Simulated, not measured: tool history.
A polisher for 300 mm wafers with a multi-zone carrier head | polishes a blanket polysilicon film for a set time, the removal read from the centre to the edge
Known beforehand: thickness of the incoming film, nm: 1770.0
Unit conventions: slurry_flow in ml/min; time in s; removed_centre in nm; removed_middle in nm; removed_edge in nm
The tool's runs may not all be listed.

run,hour,slurry_flow,centre_zone,middle_zone,edge_zone,time,removed_centre,removed_middle,removed_edge
1,0,125,1,1,1,71,690.44,655.12,683.31
2,1.6,135,1,1,1,71,691.96,680.35,695.87
3,9.1,160,1,1,1,71,724.26,691.31,713.34
4,13.1,160,1,1,0.93,71,723.26,691.94,697.82
5,13.8,160,1,1,0.93,62,637.59,603.07,610.86
6,22.5,160,0.96,1,0.93,62,602.44,614.18,603.94
7,26.9,165,0.99,1.02,0.95,64,657.78,662.17,616.51
8,33.8,165,1,1.02,0.96,66,674.13,642.07,652.36
9,40,195,1.1,1.12,0.94,77,900.17,874.78,777.98
10,48.5,195,1.1,1.11,0.95,77,889.53,842.31,765.53
11,50,195,1.1,1.1,0.96,77,899,854,783.59
12,54.2,195,1.1,1.09,0.96,77,898.49,829.97,778.55

Run 13 has not been measured yet. What should we expect?
13,57.6,195,1.1,1.08,0.96,77,?,?,?

{"run 13": {"removed_centre": 891.33, "removed_middle": 820.63, "removed_edge": 776.3}}
